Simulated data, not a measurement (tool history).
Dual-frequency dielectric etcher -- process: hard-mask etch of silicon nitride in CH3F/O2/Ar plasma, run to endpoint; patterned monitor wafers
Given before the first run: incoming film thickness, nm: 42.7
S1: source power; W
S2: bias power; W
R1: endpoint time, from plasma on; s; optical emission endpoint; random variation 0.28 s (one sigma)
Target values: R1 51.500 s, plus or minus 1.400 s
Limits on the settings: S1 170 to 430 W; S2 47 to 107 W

run  hour   S1  S2      R1
  1   0.0  300  77  61.901
  2   8.8  260  77  67.085
  3  15.1  280  78  64.554
  4  16.0  300  79  61.434
  5  18.4  310  80  59.986
  6  25.4  310  85  58.328
  7  33.3  320  85  57.542
  8  35.2  330  85  56.863
  9  43.2  340  85  55.968
 10  50.7  350  85  55.127
 11  54.8  360  85  54.773
 12  55.8  370  85  53.628

Consider the 4 candidate settings below. Which is the only one whose results all fall within their allowed miss of target?
  A  56.8  370  94   ?
  B  56.8  350  89   ?
  C  56.8  360  85   ?
  D  56.8  350  85   ?

move      R1
   A  51.887
   B  54.453
   C  54.642
   D  55.413
A: all results land within tolerance of their targets
B: moves away from the targets compared with the last run
C: moves away from the targets compared with the last run
D: moves away from the targets compared with the last run
The move that meets every target is A.
